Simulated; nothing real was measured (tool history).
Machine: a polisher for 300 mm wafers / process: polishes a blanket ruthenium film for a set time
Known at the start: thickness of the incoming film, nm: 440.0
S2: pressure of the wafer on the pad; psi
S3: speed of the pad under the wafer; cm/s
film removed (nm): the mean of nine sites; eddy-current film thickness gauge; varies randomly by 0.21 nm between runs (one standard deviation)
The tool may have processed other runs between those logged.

run 1 hour=0 | flow_of_slurry_(ml/min)=275 S2=1.5 S3=88 polishing_time_(s)=47 | film_removed_(nm)=27.667
run 2 hour=6.7 | flow_of_slurry_(ml/min)=275 S2=1.4 S3=88 polishing_time_(s)=47 | film_removed_(nm)=26.049
run 3 hour=14.1 | flow_of_slurry_(ml/min)=275 S2=1.3 S3=88 polishing_time_(s)=47 | film_removed_(nm)=24.784
run 4 hour=19.4 | flow_of_slurry_(ml/min)=275 S2=1.6 S3=88 polishing_time_(s)=47 | film_removed_(nm)=29.718
run 5 hour=24.8 | flow_of_slurry_(ml/min)=275 S2=1.6 S3=106 polishing_time_(s)=47 | film_removed_(nm)=35.008
run 6 hour=26.7 | flow_of_slurry_(ml/min)=275 S2=1.4 S3=106 polishing_time_(s)=47 | film_removed_(nm)=31.271
run 7 hour=32.4 | flow_of_slurry_(ml/min)=275 S2=1.3 S3=106 polishing_time_(s)=47 | film_removed_(nm)=29.675
run 8 hour=33.4 | flow_of_slurry_(ml/min)=275 S2=1.3 S3=106 polishing_time_(s)=47 | film_removed_(nm)=29.296
run 9 hour=40.2 | flow_of_slurry_(ml/min)=275 S2=1.2 S3=106 polishing_time_(s)=47 | film_removed_(nm)=28.073
run 10 hour=42.3 | flow_of_slurry_(ml/min)=270 S2=0.8 S3=104 polishing_time_(s)=47 | film_removed_(nm)=19.814
-- hour=43 worn pad replaced by a new one
run 11 hour=43 | flow_of_slurry_(ml/min)=275 S2=0.9 S3=104 polishing_time_(s)=47 | film_removed_(nm)=24.588
run 12 hour=49.1 | flow_of_slurry_(ml/min)=265 S2=0.9 S3=104 polishing_time_(s)=47 | film_removed_(nm)=24.281
run 13 hour=54.1 | flow_of_slurry_(ml/min)=245 S2=0.8 S3=104 polishing_time_(s)=47 | film_removed_(nm)=21.914
run 14 hour=62.8 | flow_of_slurry_(ml/min)=245 S2=0.9 S3=104 polishing_time_(s)=47 | film_removed_(nm)=24.441
run 15 hour=70.7 | flow_of_slurry_(ml/min)=255 S2=0.9 S3=104 polishing_time_(s)=47 | film_removed_(nm)=24.428

What does the tool deliver on the next run?
run 16 hour=74.8 | flow_of_slurry_(ml/min)=265 S2=0.9 S3=104 polishing_time_(s)=47 | film_removed_(nm)=?

{"run 16": {"film removed (nm)": 24.524}}

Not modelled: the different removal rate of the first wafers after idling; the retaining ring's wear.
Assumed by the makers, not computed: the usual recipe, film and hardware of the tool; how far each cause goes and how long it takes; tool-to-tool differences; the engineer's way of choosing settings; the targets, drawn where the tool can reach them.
